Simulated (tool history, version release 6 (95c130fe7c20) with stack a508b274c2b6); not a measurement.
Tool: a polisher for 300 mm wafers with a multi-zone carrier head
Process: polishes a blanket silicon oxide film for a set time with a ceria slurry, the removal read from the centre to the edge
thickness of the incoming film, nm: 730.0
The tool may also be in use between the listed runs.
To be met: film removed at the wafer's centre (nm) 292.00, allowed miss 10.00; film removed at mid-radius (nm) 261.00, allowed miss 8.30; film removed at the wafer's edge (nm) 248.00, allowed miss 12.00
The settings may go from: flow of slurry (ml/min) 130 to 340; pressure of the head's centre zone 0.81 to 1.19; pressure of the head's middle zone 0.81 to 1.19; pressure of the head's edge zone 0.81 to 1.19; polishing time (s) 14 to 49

| run | hour | flow of slurry (ml/min) | pressure of the head's centre zone | pressure of the head's middle zone | pressure of the head's edge zone | polishing time (s) | film removed at the wafer's centre (nm) | film removed at mid-radius (nm) | film removed at the wafer's edge (nm) |
|---|---|---|---|---|---|---|---|---|---|
| 1 | 0.0 | 220 | 1.00 | 1.00 | 1.00 | 31 | 199.55 | 194.15 | 208.14 |
| 2 | 7.7 | 220 | 1.00 | 1.00 | 1.08 | 31 | 199.76 | 193.59 | 210.35 |
| 3 | 10.8 | 235 | 1.05 | 1.04 | 1.08 | 32 | 220.24 | 208.69 | 217.76 |
| 4 | 16.2 | 200 | 1.05 | 1.04 | 1.08 | 32 | 211.92 | 203.25 | 218.96 |
| 5 | 20.8 | 200 | 1.05 | 1.09 | 1.08 | 32 | 208.71 | 206.23 | 216.93 |
| 6 | 23.3 | 200 | 1.05 | 1.17 | 1.08 | 32 | 211.71 | 219.14 | 211.60 |
|  | 30.8 | slurry nozzle cleaned |
| 7 | 30.8 | 215 | 1.09 | 1.17 | 1.09 | 33 | 247.59 | 244.10 | 235.80 |
| 8 | 32.8 | 235 | 1.10 | 1.15 | 1.07 | 33 | 258.54 | 245.36 | 232.42 |
| 9 | 36.3 | 245 | 1.11 | 1.14 | 1.08 | 33 | 257.56 | 247.18 | 241.04 |
| 10 | 38.8 | 260 | 1.12 | 1.13 | 1.06 | 33 | 262.51 | 242.13 | 235.89 |
| 11 | 44.3 | 275 | 1.13 | 1.14 | 1.07 | 33 | 265.10 | 248.04 | 239.25 |

Which of these 4 next moves meets every target?
| A | 49.8 | 275 | 0.96 | 1.17 | 1.14 | 35 | ? | ? | ? |
| B | 49.8 | 270 | 1.06 | 1.17 | 1.14 | 35 | ? | ? | ? |
| C | 49.8 | 175 | 1.19 | 1.14 | 1.00 | 37 | ? | ? | ? |
| D | 49.8 | 335 | 1.11 | 1.16 | 1.04 | 34 | ? | ? | ? |

| move | film removed at the wafer's centre (nm) | film removed at mid-radius (nm) | film removed at the wafer's edge (nm) |
|---|---|---|---|
| A | 238.24 | 265.53 | 263.26 |
| B | 262.71 | 264.90 | 262.89 |
| C | 293.71 | 260.33 | 250.20 |
| D | 273.36 | 260.92 | 247.63 |
A: further off than the last run
B: further off than the last run
C: meets every target
D: nearer than the last run, and not there yet
Move C is the one to make.
